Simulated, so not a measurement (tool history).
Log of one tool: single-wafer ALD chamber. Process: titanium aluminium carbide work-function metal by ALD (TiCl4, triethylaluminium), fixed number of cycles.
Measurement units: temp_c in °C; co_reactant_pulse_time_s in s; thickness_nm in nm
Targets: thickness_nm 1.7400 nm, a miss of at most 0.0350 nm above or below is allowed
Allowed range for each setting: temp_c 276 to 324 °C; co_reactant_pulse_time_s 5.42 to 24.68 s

{"run": 1, "hour": 0.0, "temp_c": 300, "co_reactant_pulse_time_s": 15.05, "thickness_nm": 1.9307}
{"run": 2, "hour": 8.3, "temp_c": 300, "co_reactant_pulse_time_s": 17.07, "thickness_nm": 1.9369}
{"run": 3, "hour": 15.9, "temp_c": 306, "co_reactant_pulse_time_s": 17.07, "thickness_nm": 1.9904}
{"run": 4, "hour": 17.3, "temp_c": 306, "co_reactant_pulse_time_s": 21.21, "thickness_nm": 1.9736}
{"run": 5, "hour": 21.2, "temp_c": 306, "co_reactant_pulse_time_s": 18.48, "thickness_nm": 2.0}
{"run": 6, "hour": 24.6, "temp_c": 306, "co_reactant_pulse_time_s": 22.19, "thickness_nm": 1.9783}
{"run": 7, "hour": 25.7, "temp_c": 294, "co_reactant_pulse_time_s": 24.68, "thickness_nm": 1.8743}
{"run": 8, "hour": 30.2, "temp_c": 292, "co_reactant_pulse_time_s": 24.68, "thickness_nm": 1.8471}

Below are 5 possible settings for the next run. Only one of them brings all results inside the allowed miss of their targets. Which is it?
{"run": "A", "hour": 34.7, "temp_c": 298, "co_reactant_pulse_time_s": 24.53, "thickness_nm": "?"}
{"run": "B", "hour": 34.7, "temp_c": 302, "co_reactant_pulse_time_s": 24.47, "thickness_nm": "?"}
{"run": "C", "hour": 34.7, "temp_c": 300, "co_reactant_pulse_time_s": 21.97, "thickness_nm": "?"}
{"run": "D", "hour": 34.7, "temp_c": 279, "co_reactant_pulse_time_s": 23.44, "thickness_nm": "?"}
{"run": "E", "hour": 34.7, "temp_c": 296, "co_reactant_pulse_time_s": 23.51, "thickness_nm": "?"}

move=A thickness_nm=1.9148
move=B thickness_nm=1.9532
move=C thickness_nm=1.9336
move=D thickness_nm=1.7349
move=E thickness_nm=1.8956
A: further off than the last run
B: further off than the last run
C: further off than the last run
D: all results land within tolerance of their targets
E: further off than the last run
D meets every target.
